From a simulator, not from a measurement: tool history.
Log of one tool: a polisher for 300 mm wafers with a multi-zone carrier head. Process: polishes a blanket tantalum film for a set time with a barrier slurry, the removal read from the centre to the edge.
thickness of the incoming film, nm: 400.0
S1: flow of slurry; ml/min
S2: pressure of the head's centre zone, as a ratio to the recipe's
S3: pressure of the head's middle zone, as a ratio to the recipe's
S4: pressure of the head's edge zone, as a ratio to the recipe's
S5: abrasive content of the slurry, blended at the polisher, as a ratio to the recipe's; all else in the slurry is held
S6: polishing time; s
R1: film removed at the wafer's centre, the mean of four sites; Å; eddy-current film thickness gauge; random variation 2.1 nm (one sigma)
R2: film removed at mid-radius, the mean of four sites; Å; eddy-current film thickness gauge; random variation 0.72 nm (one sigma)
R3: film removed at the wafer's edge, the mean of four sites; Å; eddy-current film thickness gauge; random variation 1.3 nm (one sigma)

run 1 hour=0 | S1=300 S2=1 S3=1 S4=1 S5=1 S6=63 | R1=888.4 R2=857.6 R3=864.22
run 2 hour=3.4 | S1=300 S2=1 S3=1.08 S4=1 S5=1 S6=63 | R1=894.49 R2=929.09 R3=851.89
run 3 hour=8.8 | S1=305 S2=1.04 S3=1.01 S4=1.05 S5=1.15 S6=67 | R1=1002.2 R2=946.46 R3=977.69
run 4 hour=16.9 | S1=315 S2=1.09 S3=0.97 S4=1.08 S5=1.25 S6=70 | R1=1150.5 R2=987.59 R3=1053.8
run 5 hour=18.2 | S1=315 S2=1.1 S3=0.93 S4=1.11 S5=1.35 S6=73 | R1=1234.9 R2=1007.7 R3=1148.4
run 6 hour=25.2 | S1=350 S2=1.1 S3=0.93 S4=1.11 S5=1.35 S6=73 | R1=1242.7 R2=1014.7 R3=1146.3

The next listed run, before its measurement:
run 7 hour=29.4 | S1=350 S2=1.1 S3=0.93 S4=1.11 S5=1.35 S6=73 | R1=? R2=? R3=?

R1: 1242.8 Å
R2: 1008.8 Å
R3: 1136.4 Å
